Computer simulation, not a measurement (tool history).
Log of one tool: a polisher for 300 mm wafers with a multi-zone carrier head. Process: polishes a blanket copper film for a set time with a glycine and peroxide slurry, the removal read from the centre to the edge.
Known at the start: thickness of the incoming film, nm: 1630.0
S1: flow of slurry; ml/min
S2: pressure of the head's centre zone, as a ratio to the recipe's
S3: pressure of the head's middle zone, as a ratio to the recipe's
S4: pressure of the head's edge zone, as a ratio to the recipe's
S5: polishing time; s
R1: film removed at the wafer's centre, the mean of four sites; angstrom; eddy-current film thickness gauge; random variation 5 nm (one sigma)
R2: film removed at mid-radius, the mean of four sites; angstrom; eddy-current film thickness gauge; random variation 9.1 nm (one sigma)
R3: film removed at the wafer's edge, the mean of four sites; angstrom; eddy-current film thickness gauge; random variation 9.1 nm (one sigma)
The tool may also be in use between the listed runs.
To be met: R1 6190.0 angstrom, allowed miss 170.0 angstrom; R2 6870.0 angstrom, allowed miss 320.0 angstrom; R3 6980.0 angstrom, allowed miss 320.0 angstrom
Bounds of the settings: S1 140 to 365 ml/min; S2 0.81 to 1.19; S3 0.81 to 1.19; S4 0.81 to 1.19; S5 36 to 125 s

run	hour	S1	S2	S3	S4	S5	R1	R2	R3
1	0.0	235	1.00	1.00	1.00	80	5322.8	5198.3	5016.0
2	1.7	235	0.97	1.01	1.05	86	5442.7	5539.4	5490.0
3	6.2	240	0.96	1.03	1.09	91	5685.5	6098.5	5878.4
4	7.1	240	0.96	1.03	1.12	91	5783.6	5866.9	6043.2
5	14.1	245	0.95	1.05	1.14	94	5824.1	6348.4	6352.3
6	22.5	300	0.95	1.05	1.14	94	6043.9	6398.4	6325.4
7	27.7	290	0.94	1.05	1.15	96	6086.7	6542.6	6731.0
8	29.2	295	0.94	1.06	1.16	97	6113.9	6775.8	6638.0

Which of these 5 next moves meets every target?
A	30.7	305	0.94	1.05	1.08	94	?	?	?
B	30.7	285	0.98	1.13	1.14	94	?	?	?
C	30.7	285	0.98	1.17	1.05	93	?	?	?
D	30.7	260	1.03	1.15	1.07	93	?	?	?
E	30.7	270	0.91	1.05	1.17	101	?	?	?

move	R1	R2	R3
A	6091.4	6459.5	6218.5
B	6306.5	6827.5	6326.1
C	6241.2	6961.3	6036.0
D	6484.9	6784.7	6037.8
E	6242.7	6850.1	6852.2
A: further off than the last run
B: further off than the last run
C: further off than the last run
D: further off than the last run
E: meets every target
The right move is E.
